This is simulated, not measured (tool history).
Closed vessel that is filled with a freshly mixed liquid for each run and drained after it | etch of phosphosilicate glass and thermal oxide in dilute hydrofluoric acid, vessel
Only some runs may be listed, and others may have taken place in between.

run,day,temperature setpoint of the liquid (C),parts of water to one part of 49 % hydrofluoric acid (parts by volume),time in the liquid (s),thickness taken off the phosphosilicate glass on a monitor wafer (nm),thickness taken off the thermal oxide on a monitor wafer (nm)
1,0.000,22.0,125,60,68.708,2.1881
2,0.092,22.0,125,35,40.210,1.2958
3,0.408,22.0,125,30,33.922,1.0914
4,0.592,22.0,125,45,51.314,1.5926
5,0.712,21.0,125,45,50.091,1.6183
6,0.854,21.5,130,45,48.460,1.5032
7,1.092,22.0,135,45,46.789,1.4934
8,1.225,21.5,135,45,46.504,1.4382
9,1.562,22.0,135,45,46.800,1.4872

For run 10, what comes out?
10,1.608,21.5,135,45,?,?

{"run 10": {"thickness taken off the phosphosilicate glass on a monitor wafer (nm)": 46.173, "thickness taken off the thermal oxide on a monitor wafer (nm)": 1.4631}}
